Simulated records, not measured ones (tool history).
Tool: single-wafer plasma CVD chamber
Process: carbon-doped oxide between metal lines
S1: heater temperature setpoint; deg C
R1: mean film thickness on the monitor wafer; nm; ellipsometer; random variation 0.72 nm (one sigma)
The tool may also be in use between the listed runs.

Run 1, day 0.000: S1 330 deg C, chamber pressure (Torr) 5.69, RF power (W) 420, deposition time (s) 31.4. Result: R1 132.66 nm.
Run 2, day 0.271: S1 334 deg C, chamber pressure (Torr) 5.45, RF power (W) 415, deposition time (s) 31.4. Result: R1 128.37 nm.
Run 3, day 0.396: S1 334 deg C, chamber pressure (Torr) 5.45, RF power (W) 380, deposition time (s) 31.4. Result: R1 123.32 nm.
Run 4, day 0.608: S1 335 deg C, chamber pressure (Torr) 5.38, RF power (W) 380, deposition time (s) 31.4. Result: R1 122.21 nm.
Run 5, day 0.925: S1 331 deg C, chamber pressure (Torr) 5.38, RF power (W) 380, deposition time (s) 31.4. Result: R1 125.98 nm.
Run 6, day 1.233: S1 333 deg C, chamber pressure (Torr) 5.36, RF power (W) 380, deposition time (s) 31.4. Result: R1 123.65 nm.
Run 7, day 1.367: S1 334 deg C, chamber pressure (Torr) 5.32, RF power (W) 380, deposition time (s) 31.4. Result: R1 123.21 nm.

The next listed run, before its measurement:
Run 8, day 1.562: S1 335 deg C, chamber pressure (Torr) 5.29, RF power (W) 380, deposition time (s) 31.4. Result: R1 ?.

{"run 8": {"R1": 122.69}}
